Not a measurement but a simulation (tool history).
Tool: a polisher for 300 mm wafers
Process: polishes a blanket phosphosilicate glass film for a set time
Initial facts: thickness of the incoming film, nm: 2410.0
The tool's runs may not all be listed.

run,hour,flow of slurry (ml/min),pressure of the wafer on the pad (kPa),speed of the pad under the wafer (m/s),abrasive content of the slurry,polishing time (s),film removed (angstrom)
1,0.0,175,17.9,1.06,1.00,26,2032.9
2,7.2,175,17.9,1.06,1.00,23,1833.6
3,9.0,175,19.3,1.06,1.00,23,1897.4
4,11.8,175,19.3,1.06,0.85,23,1751.5
5,18.4,175,15.2,1.06,0.85,23,1417.8
6,19.8,175,17.2,1.08,0.85,23,1641.1
# hour 25.2: slurry nozzle cleaned
7,25.2,175,18.6,1.08,0.85,23,1780.6
8,26.7,175,20.0,1.08,0.85,23,1887.2
9,34.9,180,24.8,1.16,0.85,23,2384.4
10,41.6,180,24.8,1.16,0.85,23,2349.9
11,47.1,180,25.5,1.18,0.85,23,2467.7
12,48.0,180,25.5,1.20,0.85,23,2457.2

The next listed run, before its measurement:
13,56.9,180,25.5,1.22,0.85,23,?

film removed (angstrom): 2518.4

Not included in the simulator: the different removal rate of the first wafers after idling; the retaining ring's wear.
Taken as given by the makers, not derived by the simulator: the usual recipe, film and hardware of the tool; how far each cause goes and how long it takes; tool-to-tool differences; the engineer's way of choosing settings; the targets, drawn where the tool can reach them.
